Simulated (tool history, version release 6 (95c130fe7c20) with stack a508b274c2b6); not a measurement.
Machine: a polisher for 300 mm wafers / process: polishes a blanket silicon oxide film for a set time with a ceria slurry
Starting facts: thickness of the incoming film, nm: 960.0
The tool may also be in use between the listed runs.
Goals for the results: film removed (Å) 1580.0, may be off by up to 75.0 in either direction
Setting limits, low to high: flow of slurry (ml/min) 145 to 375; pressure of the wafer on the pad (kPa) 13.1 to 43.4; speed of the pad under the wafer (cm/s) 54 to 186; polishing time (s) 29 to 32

run  hour  flow of slurry (ml/min)  pressure of the wafer on the pad (kPa)  speed of the pad under the wafer (cm/s)  polishing time (s)  film removed (Å)
  1   0.0                      240                                    28.3                                      118                  32            1897.9
  2   2.3                      200                                    28.3                                      118                  32            1875.5
  3   6.4                      200                                    28.3                                      118                  29            1700.5
  4   7.7                      200                                    28.3                                      132                  29            1864.6
  5  14.0                      200                                    33.8                                      132                  29            2151.8
  6  19.8                      200                                    33.8                                      154                  29            2506.3
  7  26.9                      200                                    29.6                                      152                  29            2185.5
  8  28.5                      200                                    26.9                                      150                  29            1947.9
  9  34.1                      200                                    24.8                                      150                  29            1816.2
 10  42.4                      200                                    23.4                                      150                  29            1760.8
 11  43.5                      200                                    22.8                                      150                  29            1737.8
 12  49.0                      200                                    22.1                                      150                  29            1664.9
 13  56.0                      200                                    22.1                                      150                  29            1676.0

Exactly one of the 4 candidate moves below puts every result within its allowed miss. Which one?
  A  63.0                      165                                    31.0                                      124                  30                 ?
  B  63.0                      215                                    26.2                                      140                  29                 ?
  C  63.0                      210                                    25.5                                      138                  32                 ?
  D  63.0                      170                                    17.9                                      174                  29                 ?

move  film removed (Å)
   A            1930.4
   B            1867.4
   C            1982.7
   D            1587.9
A: moves away from the targets compared with the last run
B: moves away from the targets compared with the last run
C: moves away from the targets compared with the last run
D: meets every target
Answer: D
